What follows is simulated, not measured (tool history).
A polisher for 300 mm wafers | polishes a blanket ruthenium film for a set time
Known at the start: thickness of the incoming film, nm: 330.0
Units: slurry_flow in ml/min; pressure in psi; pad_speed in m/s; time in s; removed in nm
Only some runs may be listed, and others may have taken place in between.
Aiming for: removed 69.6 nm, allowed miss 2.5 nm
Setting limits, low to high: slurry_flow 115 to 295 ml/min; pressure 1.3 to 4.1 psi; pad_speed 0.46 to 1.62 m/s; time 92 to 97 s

{"run": 1, "hour": 0.0, "slurry_flow": 190, "pressure": 2.7, "pad_speed": 1.04, "time": 92, "removed": 140.33}
{"run": 2, "hour": 3.9, "slurry_flow": 190, "pressure": 2.7, "pad_speed": 0.94, "time": 92, "removed": 128.2}
{"run": 3, "hour": 11.1, "slurry_flow": 190, "pressure": 2.7, "pad_speed": 0.82, "time": 92, "removed": 115.16}
{"run": 4, "hour": 19.7, "slurry_flow": 190, "pressure": 2.3, "pad_speed": 0.82, "time": 92, "removed": 96.656}
{"run": 5, "hour": 25.7, "slurry_flow": 190, "pressure": 2.3, "pad_speed": 0.82, "time": 97, "removed": 100.48}
{"run": 6, "hour": 33.5, "slurry_flow": 190, "pressure": 2.1, "pad_speed": 0.82, "time": 97, "removed": 93.971}
{"run": 7, "hour": 40.3, "slurry_flow": 190, "pressure": 1.9, "pad_speed": 0.82, "time": 97, "removed": 85.507}
{"run": 8, "hour": 41.7, "slurry_flow": 190, "pressure": 1.8, "pad_speed": 0.82, "time": 97, "removed": 79.953}
{"run": 9, "hour": 47.2, "slurry_flow": 190, "pressure": 1.7, "pad_speed": 0.82, "time": 97, "removed": 75.484}

Which single option among these 5 for the next run brings every result within its allowed miss of target? Just one does.
{"run": "A", "hour": 52.7, "slurry_flow": 170, "pressure": 1.9, "pad_speed": 0.88, "time": 92, "removed": "?"}
{"run": "B", "hour": 52.7, "slurry_flow": 170, "pressure": 1.9, "pad_speed": 0.8, "time": 94, "removed": "?"}
{"run": "C", "hour": 52.7, "slurry_flow": 220, "pressure": 1.6, "pad_speed": 0.92, "time": 97, "removed": "?"}
{"run": "D", "hour": 52.7, "slurry_flow": 170, "pressure": 2.1, "pad_speed": 0.78, "time": 95, "removed": "?"}
{"run": "E", "hour": 52.7, "slurry_flow": 165, "pressure": 1.7, "pad_speed": 0.8, "time": 92, "removed": "?"}

move=A removed=86.04
move=B removed=80.2
move=C removed=83.697
move=D removed=86.953
move=E removed=70.347
A: misses by more than the last run did
B: misses by more than the last run did
C: misses by more than the last run did
D: misses by more than the last run did
E: all results land within tolerance of their targets
So the answer is move E, the one that meets all the targets.
